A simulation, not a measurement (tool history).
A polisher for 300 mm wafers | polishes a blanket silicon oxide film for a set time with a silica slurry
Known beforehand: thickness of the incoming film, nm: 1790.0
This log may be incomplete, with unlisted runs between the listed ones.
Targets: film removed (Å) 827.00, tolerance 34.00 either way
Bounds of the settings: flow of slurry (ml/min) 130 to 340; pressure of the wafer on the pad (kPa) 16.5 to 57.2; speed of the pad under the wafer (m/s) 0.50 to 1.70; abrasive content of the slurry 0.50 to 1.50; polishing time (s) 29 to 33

run	day	flow of slurry (ml/min)	pressure of the wafer on the pad (kPa)	speed of the pad under the wafer (m/s)	abrasive content of the slurry	polishing time (s)	film removed (Å)
1	0.000	220	36.5	1.10	1.00	33	1085.60
2	0.158	220	44.1	1.10	1.00	33	1315.00
3	0.196	220	48.3	1.10	1.00	33	1452.80
4	0.371	220	42.7	1.08	1.00	33	1259.10
5	0.696	220	42.7	1.32	1.00	33	1501.40
6	0.825	170	42.7	1.32	1.00	33	1435.10
7	1.117	170	37.2	1.30	1.00	33	1231.90
8	1.442	170	33.1	1.30	1.00	33	1116.30
9	1.658	170	30.3	1.30	1.00	33	1024.60
10	2.021	170	28.3	1.30	1.00	33	944.02
11	2.125	170	26.9	1.30	1.00	33	909.08
12	2.454	170	26.2	1.30	1.00	33	897.27
13	2.596	170	25.5	1.30	1.00	33	859.99

Which of these 4 next moves meets every target?
A	2.738	145	26.9	1.50	1.15	29	?
B	2.738	165	31.7	1.30	1.00	29	?
C	2.738	175	26.9	1.34	1.00	33	?
D	2.738	165	24.8	1.40	1.00	31	?

move	film removed (Å)
A	958.96
B	937.30
C	940.05
D	839.98
A: the biggest miss grows against the last run
B: the biggest miss grows against the last run
C: the biggest miss grows against the last run
D: every result within its allowed miss
The right move is D.
